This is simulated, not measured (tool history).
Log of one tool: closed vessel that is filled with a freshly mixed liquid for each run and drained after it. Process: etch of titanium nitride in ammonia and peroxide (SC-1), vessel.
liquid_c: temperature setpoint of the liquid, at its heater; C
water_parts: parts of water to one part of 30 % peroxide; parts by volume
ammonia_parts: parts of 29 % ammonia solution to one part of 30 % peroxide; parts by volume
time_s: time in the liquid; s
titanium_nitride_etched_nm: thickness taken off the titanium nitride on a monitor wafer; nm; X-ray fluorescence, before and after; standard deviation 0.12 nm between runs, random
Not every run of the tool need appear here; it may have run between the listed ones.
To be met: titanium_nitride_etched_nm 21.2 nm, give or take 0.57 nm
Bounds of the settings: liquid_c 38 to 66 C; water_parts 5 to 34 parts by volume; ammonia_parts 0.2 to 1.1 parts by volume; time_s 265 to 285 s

run,hour,liquid_c,water_parts,ammonia_parts,time_s,titanium_nitride_etched_nm
1,0,50,19,0.6,265,10.375
2,7.2,44.5,19,0.6,265,6.9419
3,15.5,48.5,19,0.6,265,9.3245
4,21.7,48.5,19,0.6,285,9.9447
5,26.5,51,19,0.6,285,11.878
6,29.8,53,19,0.6,285,13.694
7,37.2,53,19,0.6,285,13.727
8,38.3,54.5,19,0.6,285,15.103
9,42.7,56,19,0.6,285,16.66
10,50,57,19,0.6,285,17.762
11,57,57.5,19,0.6,285,18.467
12,58.1,58,19,0.6,285,19.178
13,59,58.5,19,0.6,285,19.731

5 candidate next runs follow, results not yet known. Just one meets every target within its allowed miss. Identify it.
A,59.9,59,18.5,0.65,285,?
B,59.9,59.5,20.5,0.4,285,?
C,59.9,54.5,12,0.95,275,?
D,59.9,58.5,18.5,0.7,275,?
E,59.9,58.5,18,0.35,270,?

move,titanium_nitride_etched_nm
A,21.012
B,18.745
C,20.187
D,19.879
E,17.435
A: in spec on every target
B: misses by more than the last run did
C: closer than the last run, but not yet in spec
D: closer than the last run, but not yet in spec
E: misses by more than the last run did
Correct choice: A, which meets every target
